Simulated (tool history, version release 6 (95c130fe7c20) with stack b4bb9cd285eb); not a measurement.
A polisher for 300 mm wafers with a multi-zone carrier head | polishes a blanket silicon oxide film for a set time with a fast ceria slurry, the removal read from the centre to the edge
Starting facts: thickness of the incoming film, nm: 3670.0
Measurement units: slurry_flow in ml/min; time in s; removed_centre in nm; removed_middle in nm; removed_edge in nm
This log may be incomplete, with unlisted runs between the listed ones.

Run 1, hour 0.0: slurry_flow 260 ml/min, centre_zone 1.00, middle_zone 1.00, edge_zone 1.00, time 70 s. Result: removed_centre 1188.00 nm, removed_middle 1171.60 nm, removed_edge 1203.60 nm.
Run 2, hour 3.6: slurry_flow 260 ml/min, centre_zone 1.00, middle_zone 1.00, edge_zone 0.96, time 70 s. Result: removed_centre 1216.80 nm, removed_middle 1161.90 nm, removed_edge 1199.90 nm.
Run 3, hour 7.7: slurry_flow 240 ml/min, centre_zone 1.01, middle_zone 0.98, edge_zone 0.92, time 59 s. Result: removed_centre 994.39 nm, removed_middle 950.92 nm, removed_edge 1007.00 nm.
Run 4, hour 11.8: slurry_flow 240 ml/min, centre_zone 0.97, middle_zone 0.98, edge_zone 0.92, time 59 s. Result: removed_centre 956.15 nm, removed_middle 955.70 nm, removed_edge 1001.70 nm.
Run 5, hour 18.2: slurry_flow 240 ml/min, centre_zone 1.03, middle_zone 0.98, edge_zone 0.92, time 59 s. Result: removed_centre 1014.60 nm, removed_middle 943.66 nm, removed_edge 981.53 nm.
Run 6, hour 25.5: slurry_flow 235 ml/min, centre_zone 1.05, middle_zone 0.96, edge_zone 0.90, time 52 s. Result: removed_centre 922.87 nm, removed_middle 823.56 nm, removed_edge 866.26 nm.
Run 7, hour 30.1: slurry_flow 235 ml/min, centre_zone 1.06, middle_zone 0.94, edge_zone 0.88, time 48 s. Result: removed_centre 846.21 nm, removed_middle 749.26 nm, removed_edge 803.46 nm.
Run 8, hour 33.6: slurry_flow 240 ml/min, centre_zone 1.15, middle_zone 0.90, edge_zone 0.81, time 35 s. Result: removed_centre 673.26 nm, removed_middle 527.63 nm, removed_edge 555.63 nm.

Expected results for the next run?
Run 9, hour 38.9: slurry_flow 245 ml/min, centre_zone 1.15, middle_zone 0.92, edge_zone 0.85, time 35 s. Result: removed_centre ?, removed_middle ?, removed_edge ?.

removed_centre: 670.71 nm
removed_middle: 535.46 nm
removed_edge: 564.28 nm
